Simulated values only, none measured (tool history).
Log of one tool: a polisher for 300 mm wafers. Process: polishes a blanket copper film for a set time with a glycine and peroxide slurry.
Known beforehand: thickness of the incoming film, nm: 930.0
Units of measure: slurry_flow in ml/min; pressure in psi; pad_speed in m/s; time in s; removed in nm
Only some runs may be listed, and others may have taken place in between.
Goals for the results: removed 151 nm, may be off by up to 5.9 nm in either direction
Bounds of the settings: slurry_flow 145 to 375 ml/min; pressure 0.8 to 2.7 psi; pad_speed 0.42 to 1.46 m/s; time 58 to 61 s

run,hour,slurry_flow,pressure,pad_speed,time,removed
1,0,240,1.7,0.94,58,186.69
2,5.2,285,1.7,0.94,58,194.97
3,8.1,285,1.7,1.04,58,210.65
4,8.7,285,1.9,1.04,58,227.53
5,13,280,1.7,1.04,58,209.72
6,21.5,275,1.6,1.04,58,199.45
7,29.1,270,1.5,1.04,58,187.2
8,30,265,1.4,1.04,58,180.46
9,34.5,260,1.3,1.04,58,168.98

Below are 5 possible settings for the next run. Only one of them brings all results inside the allowed miss of their targets. Which is it?
A,39,220,1.3,0.8,58,?
B,39,275,1.1,1.04,58,?
C,39,245,1.3,1,58,?
D,39,205,0.8,1.24,59,?
E,39,195,1.4,1.16,59,?

move,removed
A,138.75
B,153.52
C,164.1
D,135.04
E,186.89
A: takes the biggest miss from the last run beyond its target
B: all results land within tolerance of their targets
C: gains on the last run, yet a result remains outside its allowed miss
D: takes the biggest miss from the last run beyond its target
E: misses by more than the last run did
The right move is B.
